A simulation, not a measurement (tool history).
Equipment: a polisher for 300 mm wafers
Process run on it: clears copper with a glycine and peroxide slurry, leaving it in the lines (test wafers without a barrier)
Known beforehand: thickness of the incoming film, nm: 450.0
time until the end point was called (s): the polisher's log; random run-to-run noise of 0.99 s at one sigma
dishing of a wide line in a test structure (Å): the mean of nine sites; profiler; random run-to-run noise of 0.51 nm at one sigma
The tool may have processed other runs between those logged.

run	hour	flow of slurry (ml/min)	pressure of the wafer on the pad (kPa)	speed of the pad under the wafer (m/s)	overpolish time after the end point (s)	time until the end point was called (s)	dishing of a wide line in a test structure (Å)
1	0	225	17.2	1.06	14	78.281	468.55
2	6.5	275	17.2	1.06	14	76.896	504.82
3	12.8	265	14.5	1.06	11	87.237	366.33
4	15.6	265	14.5	0.88	11	101.97	326.73
5	23.5	315	14.5	0.88	11	99.939	339.43
6	31.1	310	13.1	0.88	9	107.98	251.08

Predict the results of run 7:
7	36.8	310	12.4	0.88	9	?	?

time until the end point was called (s): 110.86
dishing of a wide line in a test structure (Å): 245.32
